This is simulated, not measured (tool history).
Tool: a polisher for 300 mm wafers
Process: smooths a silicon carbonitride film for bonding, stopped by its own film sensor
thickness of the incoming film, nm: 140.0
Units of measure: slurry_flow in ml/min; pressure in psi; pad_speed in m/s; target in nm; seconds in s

Run 1, hour 0.0: slurry_flow 165 ml/min, pressure 2.7 psi, pad_speed 0.88 m/s, slurry_solids 1.0, target 102 nm. Result: seconds 109.90 s.
Run 2, hour 5.9: slurry_flow 145 ml/min, pressure 2.7 psi, pad_speed 0.88 m/s, slurry_solids 1.0, target 102 nm. Result: seconds 113.39 s.
Run 3, hour 12.1: slurry_flow 140 ml/min, pressure 2.4 psi, pad_speed 0.88 m/s, slurry_solids 1.0, target 102 nm. Result: seconds 125.95 s.
Run 4, hour 12.9: slurry_flow 135 ml/min, pressure 2.1 psi, pad_speed 0.86 m/s, slurry_solids 1.0, target 102 nm. Result: seconds 144.38 s.
Run 5, hour 17.3: slurry_flow 130 ml/min, pressure 1.9 psi, pad_speed 0.86 m/s, slurry_solids 1.0, target 102 nm. Result: seconds 155.10 s.
Run 6, hour 25.2: slurry_flow 130 ml/min, pressure 1.7 psi, pad_speed 0.86 m/s, slurry_solids 1.0, target 102 nm. Result: seconds 169.23 s.
Run 7, hour 27.8: slurry_flow 130 ml/min, pressure 1.7 psi, pad_speed 0.86 m/s, slurry_solids 1.0, target 102 nm. Result: seconds 167.33 s.

Expected results for the next run?
Run 8, hour 32.0: slurry_flow 130 ml/min, pressure 1.6 psi, pad_speed 0.86 m/s, slurry_solids 1.0, target 102 nm. Result: seconds ?.

seconds: 175.80 s
